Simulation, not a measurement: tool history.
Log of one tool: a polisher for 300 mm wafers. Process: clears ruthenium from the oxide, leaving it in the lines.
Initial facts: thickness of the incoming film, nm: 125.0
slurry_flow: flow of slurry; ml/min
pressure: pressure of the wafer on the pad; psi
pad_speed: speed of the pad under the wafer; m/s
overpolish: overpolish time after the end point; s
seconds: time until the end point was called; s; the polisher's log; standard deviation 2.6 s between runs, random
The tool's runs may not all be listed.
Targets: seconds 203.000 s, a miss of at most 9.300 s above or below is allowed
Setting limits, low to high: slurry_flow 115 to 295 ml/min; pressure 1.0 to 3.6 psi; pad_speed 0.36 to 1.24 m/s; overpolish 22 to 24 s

| run | hour | slurry_flow | pressure | pad_speed | overpolish | seconds |
|---|---|---|---|---|---|---|
| 1 | 0.0 | 190 | 2.3 | 0.80 | 22 | 114.660 |
| 2 | 6.5 | 190 | 2.3 | 0.96 | 22 | 99.907 |
| 3 | 15.1 | 190 | 2.2 | 0.94 | 22 | 107.730 |
| 4 | 23.6 | 190 | 2.2 | 0.94 | 24 | 108.270 |
| 5 | 25.1 | 210 | 2.2 | 0.94 | 24 | 107.250 |
| 6 | 28.4 | 210 | 2.7 | 0.94 | 24 | 86.924 |
| 7 | 34.2 | 210 | 2.5 | 0.92 | 24 | 93.842 |
| 8 | 34.8 | 210 | 2.3 | 0.90 | 24 | 104.560 |

5 candidate next runs follow, results not yet known. Just one meets every target within its allowed miss. Identify it.
| A | 35.4 | 245 | 1.2 | 0.70 | 23 | ? |
| B | 35.4 | 200 | 1.4 | 0.78 | 24 | ? |
| C | 35.4 | 150 | 1.5 | 0.64 | 24 | ? |
| D | 35.4 | 205 | 1.4 | 0.76 | 24 | ? |
| E | 35.4 | 245 | 1.6 | 0.66 | 24 | ? |

| move | seconds |
|---|---|
| A | 221.340 |
| B | 183.070 |
| C | 202.590 |
| D | 185.540 |
| E | 174.530 |
A: takes the biggest miss from the last run beyond its target
B: closes in on the targets versus the last run, not all within tolerance yet
C: meets every target
D: closes in on the targets versus the last run, not all within tolerance yet
E: closes in on the targets versus the last run, not all within tolerance yet
C meets every target.

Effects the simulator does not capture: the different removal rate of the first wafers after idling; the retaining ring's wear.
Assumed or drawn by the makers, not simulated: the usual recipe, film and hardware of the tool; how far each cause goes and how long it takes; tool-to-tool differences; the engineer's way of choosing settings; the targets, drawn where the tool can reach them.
